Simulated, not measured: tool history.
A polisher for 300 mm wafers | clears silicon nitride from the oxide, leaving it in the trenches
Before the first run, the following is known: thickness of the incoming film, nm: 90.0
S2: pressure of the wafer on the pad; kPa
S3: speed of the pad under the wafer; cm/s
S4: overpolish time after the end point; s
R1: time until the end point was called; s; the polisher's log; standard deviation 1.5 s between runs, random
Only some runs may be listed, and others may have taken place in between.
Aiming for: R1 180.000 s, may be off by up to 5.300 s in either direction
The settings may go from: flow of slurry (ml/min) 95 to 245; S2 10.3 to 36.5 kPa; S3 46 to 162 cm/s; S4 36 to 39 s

run 1 hour=0.0 | flow_of_slurry_(ml/min)=155 S2=23.4 S3=104 S4=36 | R1=79.658
run 2 hour=5.5 | flow_of_slurry_(ml/min)=155 S2=27.6 S3=104 S4=36 | R1=67.315
run 3 hour=6.4 | flow_of_slurry_(ml/min)=150 S2=23.4 S3=98 S4=36 | R1=84.233
run 4 hour=8.7 | flow_of_slurry_(ml/min)=145 S2=20.7 S3=92 S4=36 | R1=101.180
run 5 hour=11.7 | flow_of_slurry_(ml/min)=140 S2=18.6 S3=90 S4=36 | R1=115.590
run 6 hour=19.2 | flow_of_slurry_(ml/min)=135 S2=16.5 S3=90 S4=36 | R1=130.510
run 7 hour=24.6 | flow_of_slurry_(ml/min)=130 S2=15.2 S3=90 S4=36 | R1=144.570
-- hour=33.6 head pressure recalibrated
run 8 hour=33.6 | flow_of_slurry_(ml/min)=130 S2=15.2 S3=90 S4=36 | R1=157.960
run 9 hour=38.6 | flow_of_slurry_(ml/min)=125 S2=15.2 S3=90 S4=36 | R1=159.970
run 10 hour=47.0 | flow_of_slurry_(ml/min)=120 S2=15.2 S3=90 S4=36 | R1=159.350
run 11 hour=49.8 | flow_of_slurry_(ml/min)=120 S2=15.2 S3=90 S4=36 | R1=160.120
run 12 hour=56.9 | flow_of_slurry_(ml/min)=115 S2=15.2 S3=90 S4=36 | R1=161.960
run 13 hour=61.7 | flow_of_slurry_(ml/min)=110 S2=15.2 S3=90 S4=36 | R1=163.100
run 14 hour=65.9 | flow_of_slurry_(ml/min)=105 S2=15.2 S3=90 S4=36 | R1=165.030

Consider the 5 candidate settings below. Which is the only one whose results all fall within their allowed miss of target?
run A hour=70.1 | flow_of_slurry_(ml/min)=95 S2=13.8 S3=100 S4=36 | R1=?
run B hour=70.1 | flow_of_slurry_(ml/min)=95 S2=16.5 S3=82 S4=37 | R1=?
run C hour=70.1 | flow_of_slurry_(ml/min)=130 S2=22.8 S3=58 S4=39 | R1=?
run D hour=70.1 | flow_of_slurry_(ml/min)=100 S2=13.8 S3=92 S4=37 | R1=?
run E hour=70.1 | flow_of_slurry_(ml/min)=115 S2=15.2 S3=88 S4=37 | R1=?

move=A R1=168.410
move=B R1=171.410
move=C R1=164.000
move=D R1=180.320
move=E R1=166.620
A: nearer the targets than the last run, but a result is still out of spec
B: nearer the targets than the last run, but a result is still out of spec
C: lands further from the targets than the last run did
D: all results in spec
E: nearer the targets than the last run, but a result is still out of spec
The move that meets every target is D.

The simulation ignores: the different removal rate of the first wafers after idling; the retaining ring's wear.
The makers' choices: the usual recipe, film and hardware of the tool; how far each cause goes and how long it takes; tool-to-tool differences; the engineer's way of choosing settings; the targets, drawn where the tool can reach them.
